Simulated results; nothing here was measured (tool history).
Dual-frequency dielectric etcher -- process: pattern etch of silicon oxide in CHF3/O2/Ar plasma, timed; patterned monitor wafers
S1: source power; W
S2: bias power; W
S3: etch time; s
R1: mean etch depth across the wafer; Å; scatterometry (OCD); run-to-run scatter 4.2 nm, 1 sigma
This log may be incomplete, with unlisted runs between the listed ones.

run,hour,S1,S2,S3,R1
1,0.0,470,158,737.5,12044
2,0.8,470,158,737.5,12064
3,7.0,480,159,738.0,12174
4,10.0,400,159,738.0,11278
5,18.8,320,159,738.0,10225
6,25.0,280,159,738.0,9608
7,32.2,310,161,738.5,10160
8,36.8,340,163,739.0,10605

The next listed run, before its measurement:
9,37.9,370,164,739.0,?

{"run 9": {"R1": 11027}}
